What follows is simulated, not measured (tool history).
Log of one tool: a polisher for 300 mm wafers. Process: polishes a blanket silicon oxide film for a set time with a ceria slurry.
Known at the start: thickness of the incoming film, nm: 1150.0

| run | hour | flow of slurry (ml/min) | pressure of the wafer on the pad (psi) | speed of the pad under the wafer (m/s) | polishing time (s) | film removed (Å) |
|---|---|---|---|---|---|---|
| 1 | 0 | 130 | 3.4 | 1.1 | 88 | 5461.4 |
| 2 | 7 | 130 | 3.4 | 0.86 | 88 | 4343.3 |
| 3 | 14.5 | 130 | 3.3 | 0.86 | 88 | 4152.7 |
| 4 | 15.6 | 130 | 3.2 | 0.86 | 88 | 4005.5 |
| 5 | 17.4 | 130 | 3.2 | 0.86 | 88 | 4084.6 |
| 6 | 19.2 | 130 | 3.1 | 0.86 | 88 | 3885.2 |
| 7 | 20.5 | 125 | 3 | 0.86 | 88 | 3851.7 |

The next listed run, before its measurement:
| 8 | 28.3 | 125 | 2.9 | 0.86 | 88 | ? |

film removed (Å): 3713
